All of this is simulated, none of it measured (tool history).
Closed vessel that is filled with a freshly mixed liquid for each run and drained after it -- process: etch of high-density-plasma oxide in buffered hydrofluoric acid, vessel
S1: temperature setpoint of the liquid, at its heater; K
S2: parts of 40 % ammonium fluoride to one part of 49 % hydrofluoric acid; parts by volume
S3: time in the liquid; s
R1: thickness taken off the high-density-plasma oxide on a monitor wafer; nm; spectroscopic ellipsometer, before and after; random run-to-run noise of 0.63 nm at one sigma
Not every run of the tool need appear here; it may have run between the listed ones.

Run 1, hour 0.0: S1 294.15 K, S2 10.0 parts by volume, S3 35 s. Result: R1 79.865 nm.
Run 2, hour 6.6: S1 294.15 K, S2 10.0 parts by volume, S3 35 s. Result: R1 79.244 nm.
Run 3, hour 15.0: S1 293.65 K, S2 10.0 parts by volume, S3 35 s. Result: R1 77.066 nm.
Run 4, hour 24.3: S1 296.15 K, S2 10.0 parts by volume, S3 35 s. Result: R1 88.654 nm.
Run 5, hour 27.0: S1 296.15 K, S2 10.0 parts by volume, S3 35 s. Result: R1 88.643 nm.
Run 6, hour 30.0: S1 294.15 K, S2 10.0 parts by volume, S3 35 s. Result: R1 79.244 nm.
Run 7, hour 36.3: S1 293.65 K, S2 10.0 parts by volume, S3 35 s. Result: R1 77.867 nm.
Run 8, hour 45.6: S1 293.15 K, S2 10.0 parts by volume, S3 35 s. Result: R1 76.493 nm.

Forecast run 9:
Run 9, hour 47.3: S1 290.15 K, S2 10.5 parts by volume, S3 35 s. Result: R1 ?.

R1: 60.373 nm
